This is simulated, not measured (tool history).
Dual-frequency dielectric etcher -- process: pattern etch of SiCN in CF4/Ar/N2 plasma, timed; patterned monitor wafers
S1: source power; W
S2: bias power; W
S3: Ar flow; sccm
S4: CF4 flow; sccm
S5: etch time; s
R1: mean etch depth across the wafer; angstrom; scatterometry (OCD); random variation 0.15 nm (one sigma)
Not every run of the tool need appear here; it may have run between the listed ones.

{"run": 1, "hour": 0.0, "S1": 510, "S2": 61, "S3": 95, "S4": 83, "S5": 53.0, "R1": 498.1}
{"run": 2, "hour": 5.4, "S1": 510, "S2": 55, "S3": 95, "S4": 83, "S5": 53.0, "R1": 478.84}
{"run": 3, "hour": 6.7, "S1": 510, "S2": 55, "S3": 95, "S4": 72, "S5": 53.0, "R1": 469.21}
{"run": 4, "hour": 14.2, "S1": 510, "S2": 55, "S3": 95, "S4": 79, "S5": 53.0, "R1": 475.98}
{"run": 5, "hour": 23.0, "S1": 510, "S2": 55, "S3": 95, "S4": 88, "S5": 53.0, "R1": 481.83}
{"run": 6, "hour": 24.4, "S1": 510, "S2": 44, "S3": 95, "S4": 88, "S5": 53.0, "R1": 440.15}
{"run": 7, "hour": 27.9, "S1": 570, "S2": 49, "S3": 93, "S4": 89, "S5": 53.0, "R1": 520.01}
{"run": 8, "hour": 34.1, "S1": 610, "S2": 51, "S3": 92, "S4": 89, "S5": 53.0, "R1": 571.26}
{"run": 9, "hour": 41.3, "S1": 640, "S2": 52, "S3": 91, "S4": 89, "S5": 53.0, "R1": 605.24}
{"run": 10, "hour": 44.7, "S1": 660, "S2": 54, "S3": 90, "S4": 89, "S5": 53.0, "R1": 634.97}
{"run": 11, "hour": 46.1, "S1": 680, "S2": 55, "S3": 89, "S4": 89, "S5": 53.0, "R1": 659.07}
{"run": 12, "hour": 48.5, "S1": 690, "S2": 56, "S3": 88, "S4": 90, "S5": 53.0, "R1": 676.09}

What will run 13 give?
{"run": 13, "hour": 53.8, "S1": 700, "S2": 57, "S3": 87, "S4": 90, "S5": 53.0, "R1": "?"}

R1: 692.09 angstrom
